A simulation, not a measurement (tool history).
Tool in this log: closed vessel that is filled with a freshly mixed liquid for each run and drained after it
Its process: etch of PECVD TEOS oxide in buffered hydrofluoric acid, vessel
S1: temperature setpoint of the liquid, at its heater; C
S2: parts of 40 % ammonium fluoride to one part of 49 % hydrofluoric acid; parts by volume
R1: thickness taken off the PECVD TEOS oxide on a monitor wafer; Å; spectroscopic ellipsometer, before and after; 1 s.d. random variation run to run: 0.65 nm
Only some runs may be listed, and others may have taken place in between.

run 1 day=0 | S1=22 S2=7 time_in_the_liquid_(s)=100 | R1=1536.8
run 2 day=0.175 | S1=20 S2=7 time_in_the_liquid_(s)=100 | R1=1366.8
run 3 day=0.3 | S1=20 S2=8 time_in_the_liquid_(s)=100 | R1=1166.1
run 4 day=0.358 | S1=20 S2=6 time_in_the_liquid_(s)=100 | R1=1555.3
run 5 day=0.542 | S1=19 S2=6.5 time_in_the_liquid_(s)=100 | R1=1386.5
run 6 day=0.883 | S1=19 S2=5.5 time_in_the_liquid_(s)=100 | R1=1592.1
run 7 day=1.238 | S1=18.5 S2=6.5 time_in_the_liquid_(s)=100 | R1=1336.8
run 8 day=1.379 | S1=18.5 S2=6.5 time_in_the_liquid_(s)=100 | R1=1341.3
run 9 day=1.696 | S1=18 S2=7 time_in_the_liquid_(s)=100 | R1=1213.5
run 10 day=2.042 | S1=17.5 S2=7 time_in_the_liquid_(s)=100 | R1=1191.3
run 11 day=2.35 | S1=17.5 S2=7.5 time_in_the_liquid_(s)=100 | R1=1096.1
run 12 day=2.529 | S1=17 S2=7.5 time_in_the_liquid_(s)=100 | R1=1075.3

Predict the results of run 13:
run 13 day=2.733 | S1=17 S2=8 time_in_the_liquid_(s)=100 | R1=?

{"run 13": {"R1": 991.83}}

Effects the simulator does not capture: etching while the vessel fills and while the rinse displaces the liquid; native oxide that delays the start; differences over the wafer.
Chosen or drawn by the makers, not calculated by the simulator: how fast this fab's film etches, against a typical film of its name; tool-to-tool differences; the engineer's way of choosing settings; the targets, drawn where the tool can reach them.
